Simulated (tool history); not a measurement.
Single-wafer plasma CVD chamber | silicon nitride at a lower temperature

run  hour  heater temperature setpoint (deg C)  chamber pressure (mTorr)  RF power (kW)  deposition time (s)  mean film thickness on the monitor wafer (nm)
  1   0.0                                  330                      1270          0.295                 14.4                                         15.736
  2   3.1                                  330                      1230          0.290                 14.4                                         15.379
  3   9.7                                  330                      1190          0.285                 14.4                                         15.325
  4  14.3                                  330                      1180          0.275                 14.3                                         14.754
  5  16.9                                  330                      1010          0.275                 14.3                                         14.243
  6  19.7                                  330                       900          0.275                 14.3                                         13.900

What will run 7 give?
  7  24.4                                  330                       890          0.275                 14.3                                              ?

{"run 7": {"mean film thickness on the monitor wafer (nm)": 13.723}}
